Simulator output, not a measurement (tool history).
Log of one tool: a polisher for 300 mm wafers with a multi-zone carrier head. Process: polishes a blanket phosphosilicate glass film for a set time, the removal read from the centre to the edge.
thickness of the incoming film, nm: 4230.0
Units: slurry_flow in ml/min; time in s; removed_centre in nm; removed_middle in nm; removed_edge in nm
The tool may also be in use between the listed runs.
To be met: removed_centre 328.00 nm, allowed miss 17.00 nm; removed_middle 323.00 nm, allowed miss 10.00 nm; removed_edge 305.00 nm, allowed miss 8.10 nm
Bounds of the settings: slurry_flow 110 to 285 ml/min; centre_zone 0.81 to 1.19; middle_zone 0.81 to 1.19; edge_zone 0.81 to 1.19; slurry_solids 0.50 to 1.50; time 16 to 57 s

Run 1, hour 0.0: slurry_flow 180 ml/min, centre_zone 1.00, middle_zone 1.00, edge_zone 1.00, slurry_solids 1.00, time 36 s. Result: removed_centre 259.97 nm, removed_middle 258.62 nm, removed_edge 257.96 nm.
Run 2, hour 6.7: slurry_flow 190 ml/min, centre_zone 1.02, middle_zone 1.02, edge_zone 1.02, slurry_solids 1.00, time 36 s. Result: removed_centre 265.96 nm, removed_middle 260.37 nm, removed_edge 263.83 nm.
Run 3, hour 14.6: slurry_flow 190 ml/min, centre_zone 1.07, middle_zone 1.02, edge_zone 1.02, slurry_solids 1.00, time 36 s. Result: removed_centre 269.36 nm, removed_middle 263.43 nm, removed_edge 263.56 nm.
Run 4, hour 21.3: slurry_flow 200 ml/min, centre_zone 1.09, middle_zone 1.03, edge_zone 1.02, slurry_solids 1.05, time 36 s. Result: removed_centre 289.64 nm, removed_middle 272.50 nm, removed_edge 268.43 nm.
Run 5, hour 21.9: slurry_flow 205 ml/min, centre_zone 1.09, middle_zone 1.05, edge_zone 1.03, slurry_solids 1.05, time 36 s. Result: removed_centre 288.59 nm, removed_middle 274.57 nm, removed_edge 272.49 nm.
Run 6, hour 29.6: slurry_flow 205 ml/min, centre_zone 1.09, middle_zone 1.05, edge_zone 1.03, slurry_solids 0.95, time 36 s. Result: removed_centre 266.19 nm, removed_middle 261.44 nm, removed_edge 255.95 nm.
Run 7, hour 31.0: slurry_flow 205 ml/min, centre_zone 1.09, middle_zone 1.05, edge_zone 1.03, slurry_solids 0.95, time 36 s. Result: removed_centre 265.07 nm, removed_middle 264.18 nm, removed_edge 256.64 nm.
Run 8, hour 31.7: slurry_flow 210 ml/min, centre_zone 1.10, middle_zone 1.07, edge_zone 1.04, slurry_solids 1.00, time 36 s. Result: removed_centre 287.51 nm, removed_middle 275.16 nm, removed_edge 264.29 nm.
Run 9, hour 39.5: slurry_flow 210 ml/min, centre_zone 1.08, middle_zone 1.08, edge_zone 1.06, slurry_solids 1.00, time 36 s. Result: removed_centre 283.75 nm, removed_middle 274.84 nm, removed_edge 270.20 nm.
Run 10, hour 40.6: slurry_flow 215 ml/min, centre_zone 1.07, middle_zone 1.10, edge_zone 1.07, slurry_solids 1.00, time 36 s. Result: removed_centre 285.44 nm, removed_middle 282.01 nm, removed_edge 272.30 nm.
Run 11, hour 49.3: slurry_flow 220 ml/min, centre_zone 1.07, middle_zone 1.11, edge_zone 1.08, slurry_solids 1.00, time 36 s. Result: removed_centre 288.30 nm, removed_middle 285.87 nm, removed_edge 274.70 nm.
Run 12, hour 57.0: slurry_flow 225 ml/min, centre_zone 1.07, middle_zone 1.12, edge_zone 1.09, slurry_solids 1.00, time 36 s. Result: removed_centre 276.74 nm, removed_middle 288.84 nm, removed_edge 277.42 nm.
Run 13, hour 58.1: slurry_flow 225 ml/min, centre_zone 1.08, middle_zone 1.13, edge_zone 1.10, slurry_solids 1.00, time 36 s. Result: removed_centre 285.94 nm, removed_middle 291.36 nm, removed_edge 277.75 nm.
Run 14, hour 62.8: slurry_flow 230 ml/min, centre_zone 1.09, middle_zone 1.14, edge_zone 1.11, slurry_solids 1.00, time 36 s. Result: removed_centre 291.28 nm, removed_middle 294.76 nm, removed_edge 275.36 nm.
Run 15, hour 70.8: slurry_flow 235 ml/min, centre_zone 1.09, middle_zone 1.14, edge_zone 1.12, slurry_solids 1.00, time 36 s. Result: removed_centre 290.40 nm, removed_middle 294.84 nm, removed_edge 284.02 nm.
Run 16, hour 76.8: slurry_flow 240 ml/min, centre_zone 1.10, middle_zone 1.15, edge_zone 1.12, slurry_solids 1.00, time 36 s. Result: removed_centre 291.92 nm, removed_middle 298.83 nm, removed_edge 283.75 nm.
Run 17, hour 80.4: slurry_flow 240 ml/min, centre_zone 1.11, middle_zone 1.16, edge_zone 1.13, slurry_solids 1.00, time 36 s. Result: removed_centre 295.24 nm, removed_middle 299.25 nm, removed_edge 282.46 nm.
Run 18, hour 84.0: slurry_flow 245 ml/min, centre_zone 1.12, middle_zone 1.16, edge_zone 1.14, slurry_solids 1.00, time 36 s. Result: removed_centre 295.47 nm, removed_middle 301.62 nm, removed_edge 284.46 nm.
Run 19, hour 87.4: slurry_flow 245 ml/min, centre_zone 1.12, middle_zone 1.16, edge_zone 1.14, slurry_solids 1.00, time 36 s. Result: removed_centre 297.50 nm, removed_middle 303.16 nm, removed_edge 285.28 nm.
Run 20, hour 93.5: slurry_flow 250 ml/min, centre_zone 1.13, middle_zone 1.16, edge_zone 1.15, slurry_solids 1.00, time 36 s. Result: removed_centre 298.34 nm, removed_middle 303.85 nm, removed_edge 288.89 nm.
Run 21, hour 96.1: slurry_flow 250 ml/min, centre_zone 1.14, middle_zone 1.16, edge_zone 1.15, slurry_solids 1.00, time 36 s. Result: removed_centre 306.09 nm, removed_middle 299.98 nm, removed_edge 289.39 nm.
Run 22, hour 101.8: slurry_flow 255 ml/min, centre_zone 1.14, middle_zone 1.16, edge_zone 1.15, slurry_solids 1.00, time 36 s. Result: removed_centre 305.76 nm, removed_middle 301.42 nm, removed_edge 286.39 nm.

Which of these 4 next moves meets every target?
Run A, hour 107.5: slurry_flow 280 ml/min, centre_zone 1.12, middle_zone 0.98, edge_zone 1.19, slurry_solids 0.75, time 45 s. Result: removed_centre ?, removed_middle ?, removed_edge ?.
Run B, hour 107.5: slurry_flow 285 ml/min, centre_zone 1.10, middle_zone 1.19, edge_zone 1.10, slurry_solids 0.95, time 36 s. Result: removed_centre ?, removed_middle ?, removed_edge ?.
Run C, hour 107.5: slurry_flow 260 ml/min, centre_zone 1.02, middle_zone 1.18, edge_zone 1.09, slurry_solids 0.90, time 40 s. Result: removed_centre ?, removed_middle ?, removed_edge ?.
Run D, hour 107.5: slurry_flow 245 ml/min, centre_zone 1.18, middle_zone 1.18, edge_zone 1.17, slurry_solids 1.20, time 35 s. Result: removed_centre ?, removed_middle ?, removed_edge ?.

move  removed_centre  removed_middle  removed_edge
   A          320.83          276.79        310.44
   B          294.87          303.85        276.29
   C          297.14          321.62        293.91
   D          334.16          324.94        308.66
A: brings the result that was furthest off to its target, and leaves another outside
B: further off than the last run
C: nearer than the last run, and not there yet
D: meets every target
The right move is D.
